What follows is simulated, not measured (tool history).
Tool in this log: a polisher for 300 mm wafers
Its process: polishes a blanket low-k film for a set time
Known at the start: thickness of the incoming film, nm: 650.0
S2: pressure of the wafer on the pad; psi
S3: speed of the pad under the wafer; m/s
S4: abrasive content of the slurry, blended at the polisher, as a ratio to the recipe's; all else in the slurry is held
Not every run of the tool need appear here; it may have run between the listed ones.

run 1 hour=0.0 | flow_of_slurry_(ml/min)=225 S2=1.3 S3=0.80 S4=1.0 polishing_time_(s)=102 | film_removed_(angstrom)=274.68
run 2 hour=3.2 | flow_of_slurry_(ml/min)=225 S2=1.3 S3=0.80 S4=1.1 polishing_time_(s)=102 | film_removed_(angstrom)=300.22
run 3 hour=11.7 | flow_of_slurry_(ml/min)=275 S2=1.3 S3=0.80 S4=1.1 polishing_time_(s)=102 | film_removed_(angstrom)=302.12
run 4 hour=19.2 | flow_of_slurry_(ml/min)=275 S2=1.1 S3=0.74 S4=1.1 polishing_time_(s)=102 | film_removed_(angstrom)=246.36
run 5 hour=27.2 | flow_of_slurry_(ml/min)=275 S2=1.4 S3=0.74 S4=1.1 polishing_time_(s)=102 | film_removed_(angstrom)=298.02
run 6 hour=32.7 | flow_of_slurry_(ml/min)=220 S2=1.4 S3=0.74 S4=1.1 polishing_time_(s)=102 | film_removed_(angstrom)=298.98
run 7 hour=39.7 | flow_of_slurry_(ml/min)=220 S2=1.2 S3=0.68 S4=1.1 polishing_time_(s)=102 | film_removed_(angstrom)=239.83
run 8 hour=41.9 | flow_of_slurry_(ml/min)=220 S2=1.0 S3=0.64 S4=1.1 polishing_time_(s)=102 | film_removed_(angstrom)=198.29

What does the tool deliver on the next run?
run 9 hour=45.5 | flow_of_slurry_(ml/min)=220 S2=0.6 S3=0.60 S4=1.1 polishing_time_(s)=102 | film_removed_(angstrom)=?

For run 9 the tool returned film removed (angstrom) 120.93.

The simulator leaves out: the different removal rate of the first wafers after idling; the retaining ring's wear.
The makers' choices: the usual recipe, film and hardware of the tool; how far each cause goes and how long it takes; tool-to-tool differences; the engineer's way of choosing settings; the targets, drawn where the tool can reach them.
